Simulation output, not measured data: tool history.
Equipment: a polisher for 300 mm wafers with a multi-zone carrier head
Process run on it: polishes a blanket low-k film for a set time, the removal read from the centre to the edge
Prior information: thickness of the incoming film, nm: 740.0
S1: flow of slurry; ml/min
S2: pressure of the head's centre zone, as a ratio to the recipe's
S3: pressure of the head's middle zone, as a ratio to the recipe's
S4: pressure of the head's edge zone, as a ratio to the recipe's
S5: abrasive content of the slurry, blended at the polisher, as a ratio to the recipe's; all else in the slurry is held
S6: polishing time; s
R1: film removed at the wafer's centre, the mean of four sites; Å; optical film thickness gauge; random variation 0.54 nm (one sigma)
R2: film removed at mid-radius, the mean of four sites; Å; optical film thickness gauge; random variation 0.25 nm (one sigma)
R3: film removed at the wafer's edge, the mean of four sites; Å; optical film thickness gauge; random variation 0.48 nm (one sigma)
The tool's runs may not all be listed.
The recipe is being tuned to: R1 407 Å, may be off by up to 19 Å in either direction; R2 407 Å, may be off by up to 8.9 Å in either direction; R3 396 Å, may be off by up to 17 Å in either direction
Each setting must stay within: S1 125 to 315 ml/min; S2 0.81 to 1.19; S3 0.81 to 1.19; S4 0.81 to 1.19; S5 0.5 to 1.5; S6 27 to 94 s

run,day,S1,S2,S3,S4,S5,S6,R1,R2,R3
1,0,205,1,1,1,1,60,224.54,229.62,230.21
2,0.283,205,1,1.09,1,1,60,225.17,249.47,235.31
3,0.375,205,1,1.02,1,1,60,229.49,235.41,233.61
4,0.446,220,1.04,1.06,1.05,1.15,63,268.23,269.99,263.97
5,0.767,255,1.04,1.06,1.05,1.15,63,275.76,278.15,270.69
6,0.946,260,1.05,1.08,1.08,1.25,67,308.54,314.21,308.17
# day 1.075: slurry nozzle cleaned
7,1.075,265,1.07,1.1,1.1,1.35,69,345.49,353.07,330.05
8,1.392,275,1.07,1.1,1.13,1.4,70,356.67,366.73,349.41

Which one of the following 4 next-run settings gets every result inside its allowed miss? There is exactly one.
A,1.708,220,0.81,1.07,1.19,1.15,88,?,?,?
B,1.708,290,1.08,1.07,1.12,1.5,77,?,?,?
C,1.708,270,1.07,0.86,1.19,1.4,79,?,?,?
D,1.708,315,1.04,1.06,1.09,1.4,67,?,?,?

move,R1,R2,R3
A,310.63,409.67,407.84
B,415.16,407.75,391.04
C,407.88,337.43,402.87
D,342.14,346.1,329.37
A: gets the furthest-off result to its target, but another result is out of tolerance
B: hits every target within its allowed miss
C: the biggest miss grows against the last run
D: the biggest miss grows against the last run
The right move is B.

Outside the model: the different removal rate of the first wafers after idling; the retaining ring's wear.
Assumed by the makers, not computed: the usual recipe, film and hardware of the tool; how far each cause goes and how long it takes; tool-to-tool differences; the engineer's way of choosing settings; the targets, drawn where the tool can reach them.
